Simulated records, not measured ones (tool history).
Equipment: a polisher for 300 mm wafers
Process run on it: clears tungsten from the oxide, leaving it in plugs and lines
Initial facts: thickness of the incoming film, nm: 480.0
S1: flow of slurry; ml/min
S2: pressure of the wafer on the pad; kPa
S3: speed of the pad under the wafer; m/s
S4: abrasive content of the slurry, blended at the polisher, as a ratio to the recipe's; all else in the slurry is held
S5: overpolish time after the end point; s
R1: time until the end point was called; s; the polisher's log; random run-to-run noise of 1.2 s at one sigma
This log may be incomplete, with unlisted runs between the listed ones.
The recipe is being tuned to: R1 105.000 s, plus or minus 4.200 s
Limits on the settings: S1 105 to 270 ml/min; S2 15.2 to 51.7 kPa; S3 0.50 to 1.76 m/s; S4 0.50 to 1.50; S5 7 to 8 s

run  hour   S1    S2    S3    S4  S5       R1
  1   0.0  175  33.1  1.12  1.00   8   68.549
  2   4.9  175  29.6  1.12  1.00   8   77.354
  3  10.1  175  35.9  1.12  1.00   8   63.837
  4  16.3  175  35.9  1.12  0.80   8   66.053
  5  17.8  175  32.4  1.12  0.80   8   72.725
  6  21.4  140  32.4  1.12  0.80   8   76.832
  7  25.7  135  30.3  1.12  0.80   8   80.562
  8  32.5  135  28.3  1.12  0.80   8   87.308
  9  33.2  135  26.9  1.12  0.80   8   91.785
 10  40.9  135  26.2  1.12  0.80   8   95.628
 11  49.4  135  25.5  1.12  0.80   8   96.268
 12  53.6  135  24.8  1.12  0.80   8  100.880

Exactly one of the 5 candidate moves below puts every result within its allowed miss. Which one?
  A  57.8  145  20.0  1.22  1.15   8   ?
  B  57.8  110  31.7  0.98  0.70   7   ?
  C  57.8  150  28.3  1.04  0.75   8   ?
  D  57.8  140  26.9  1.10  0.55   7   ?
  E  57.8  140  26.2  1.18  0.75   8   ?

move       R1
   A  104.090
   B   94.375
   C   91.845
   D   95.880
   E   88.661
A: hits every target within its allowed miss
B: misses by more than the last run did
C: misses by more than the last run did
D: misses by more than the last run did
E: misses by more than the last run did
Move A is the one to make.
